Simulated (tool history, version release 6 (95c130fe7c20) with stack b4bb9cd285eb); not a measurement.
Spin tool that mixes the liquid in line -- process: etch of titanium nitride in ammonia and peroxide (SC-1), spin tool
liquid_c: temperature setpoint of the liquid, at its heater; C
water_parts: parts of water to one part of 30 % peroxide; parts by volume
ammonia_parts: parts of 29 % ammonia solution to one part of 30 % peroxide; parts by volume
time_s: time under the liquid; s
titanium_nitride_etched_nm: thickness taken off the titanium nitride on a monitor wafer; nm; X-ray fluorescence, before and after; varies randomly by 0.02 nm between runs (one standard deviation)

run,hour,liquid_c,water_parts,ammonia_parts,time_s,titanium_nitride_etched_nm
1,0,50,6,0.85,100,10.667
2,7.3,46,7.5,0.7,95,6.6098
3,12.8,43.5,8.5,0.65,95,5.2379
4,16.3,42,9,0.55,90,4.1336
5,22.9,40.5,9.5,0.55,90,3.6345
6,29.7,39.5,10,0.5,90,3.1661
7,37.9,39,10.5,0.5,90,3.0458

The next listed run, before its measurement:
8,38.8,38.5,10.5,0.45,90,?

titanium_nitride_etched_nm: 2.8107 nm
